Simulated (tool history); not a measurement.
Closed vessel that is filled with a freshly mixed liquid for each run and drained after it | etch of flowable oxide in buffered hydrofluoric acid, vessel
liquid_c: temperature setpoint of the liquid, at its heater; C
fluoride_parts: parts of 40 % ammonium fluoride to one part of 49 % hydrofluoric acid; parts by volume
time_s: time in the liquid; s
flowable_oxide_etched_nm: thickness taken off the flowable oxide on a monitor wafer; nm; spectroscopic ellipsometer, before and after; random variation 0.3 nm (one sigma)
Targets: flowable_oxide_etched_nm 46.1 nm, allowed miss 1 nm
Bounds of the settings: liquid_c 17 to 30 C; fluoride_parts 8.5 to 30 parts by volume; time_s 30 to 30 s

Run 1, hour 0: liquid_c 22 C, fluoride_parts 23.5 parts by volume, time_s 30 s. Result: flowable_oxide_etched_nm 37.506 nm.
Run 2, hour 0.7: liquid_c 22.5 C, fluoride_parts 23.5 parts by volume, time_s 30 s. Result: flowable_oxide_etched_nm 39.015 nm.
Run 3, hour 7.3: liquid_c 23 C, fluoride_parts 23.5 parts by volume, time_s 30 s. Result: flowable_oxide_etched_nm 39.921 nm.
Run 4, hour 13.2: liquid_c 23.5 C, fluoride_parts 23.5 parts by volume, time_s 30 s. Result: flowable_oxide_etched_nm 40.892 nm.
Run 5, hour 15.4: liquid_c 23.5 C, fluoride_parts 17 parts by volume, time_s 30 s. Result: flowable_oxide_etched_nm 53.151 nm.
Run 6, hour 19.2: liquid_c 23.5 C, fluoride_parts 17 parts by volume, time_s 30 s. Result: flowable_oxide_etched_nm 53.858 nm.
Run 7, hour 23.8: liquid_c 23.5 C, fluoride_parts 17 parts by volume, time_s 30 s. Result: flowable_oxide_etched_nm 54.213 nm.
Run 8, hour 29.6: liquid_c 23 C, fluoride_parts 17 parts by volume, time_s 30 s. Result: flowable_oxide_etched_nm 51.913 nm.
Run 9, hour 30.8: liquid_c 22 C, fluoride_parts 17 parts by volume, time_s 30 s. Result: flowable_oxide_etched_nm 49.432 nm.

Which of these 4 next moves meets every target?
Run A, hour 32: liquid_c 23.5 C, fluoride_parts 17.5 parts by volume, time_s 30 s. Result: flowable_oxide_etched_nm ?.
Run B, hour 32: liquid_c 24.5 C, fluoride_parts 21.5 parts by volume, time_s 30 s. Result: flowable_oxide_etched_nm ?.
Run C, hour 32: liquid_c 23 C, fluoride_parts 21 parts by volume, time_s 30 s. Result: flowable_oxide_etched_nm ?.
Run D, hour 32: liquid_c 22 C, fluoride_parts 15.5 parts by volume, time_s 30 s. Result: flowable_oxide_etched_nm ?.

move  flowable_oxide_etched_nm
   A                    52.448
   B                    46.207
   C                    43.252
   D                    54.416
A: further off than the last run
B: meets every target
C: takes the result that was furthest off past its target
D: further off than the last run
The right move is B.
